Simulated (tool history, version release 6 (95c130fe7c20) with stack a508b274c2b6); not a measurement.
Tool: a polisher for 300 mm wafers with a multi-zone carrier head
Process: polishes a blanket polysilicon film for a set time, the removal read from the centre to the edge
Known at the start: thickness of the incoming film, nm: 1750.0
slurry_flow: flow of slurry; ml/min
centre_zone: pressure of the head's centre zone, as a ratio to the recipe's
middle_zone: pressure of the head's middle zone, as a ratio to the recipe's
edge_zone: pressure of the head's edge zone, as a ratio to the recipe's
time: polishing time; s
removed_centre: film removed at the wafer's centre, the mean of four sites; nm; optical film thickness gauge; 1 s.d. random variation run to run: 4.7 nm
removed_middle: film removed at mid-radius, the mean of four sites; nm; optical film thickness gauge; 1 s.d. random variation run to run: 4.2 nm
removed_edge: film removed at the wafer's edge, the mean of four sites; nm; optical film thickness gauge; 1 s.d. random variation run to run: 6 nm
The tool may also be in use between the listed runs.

{"run": 1, "hour": 0.0, "slurry_flow": 255, "centre_zone": 1.0, "middle_zone": 1.0, "edge_zone": 1.0, "time": 57, "removed_centre": 647.05, "removed_middle": 682.36, "removed_edge": 676.06}
{"run": 2, "hour": 2.7, "slurry_flow": 255, "centre_zone": 1.0, "middle_zone": 1.0, "edge_zone": 1.0, "time": 66, "removed_centre": 766.25, "removed_middle": 779.35, "removed_edge": 796.87}
{"run": 3, "hour": 9.3, "slurry_flow": 255, "centre_zone": 1.07, "middle_zone": 1.0, "edge_zone": 1.0, "time": 66, "removed_centre": 828.69, "removed_middle": 797.71, "removed_edge": 781.21}
{"run": 4, "hour": 10.9, "slurry_flow": 250, "centre_zone": 1.07, "middle_zone": 0.95, "edge_zone": 0.98, "time": 57, "removed_centre": 688.02, "removed_middle": 647.05, "removed_edge": 678.02}
{"run": 5, "hour": 16.7, "slurry_flow": 255, "centre_zone": 1.09, "middle_zone": 0.93, "edge_zone": 0.97, "time": 50, "removed_centre": 634.8, "removed_middle": 560.03, "removed_edge": 579.46}
{"run": 6, "hour": 19.9, "slurry_flow": 260, "centre_zone": 1.07, "middle_zone": 0.91, "edge_zone": 0.96, "time": 46, "removed_centre": 566.74, "removed_middle": 507.66, "removed_edge": 543.65}
{"run": 7, "hour": 20.8, "slurry_flow": 265, "centre_zone": 1.07, "middle_zone": 0.9, "edge_zone": 0.94, "time": 43, "removed_centre": 530.75, "removed_middle": 470.42, "removed_edge": 496.49}
{"run": 8, "hour": 23.2, "slurry_flow": 265, "centre_zone": 1.05, "middle_zone": 0.88, "edge_zone": 0.91, "time": 42, "removed_centre": 510.57, "removed_middle": 459.64, "removed_edge": 472.44}
{"run": 9, "hour": 29.0, "slurry_flow": 265, "centre_zone": 1.04, "middle_zone": 0.86, "edge_zone": 0.91, "time": 41, "removed_centre": 497.15, "removed_middle": 436.77, "removed_edge": 457.67}
{"run": 10, "hour": 36.7, "slurry_flow": 260, "centre_zone": 1.02, "middle_zone": 0.85, "edge_zone": 0.91, "time": 41, "removed_centre": 484.36, "removed_middle": 436.03, "removed_edge": 470.63}

Predict the results of run 11:
{"run": 11, "hour": 43.2, "slurry_flow": 260, "centre_zone": 1.01, "middle_zone": 0.84, "edge_zone": 0.9, "time": 41, "removed_centre": "?", "removed_middle": "?", "removed_edge": "?"}

removed_centre: 478.26 nm
removed_middle: 427.65 nm
removed_edge: 463.69 nm
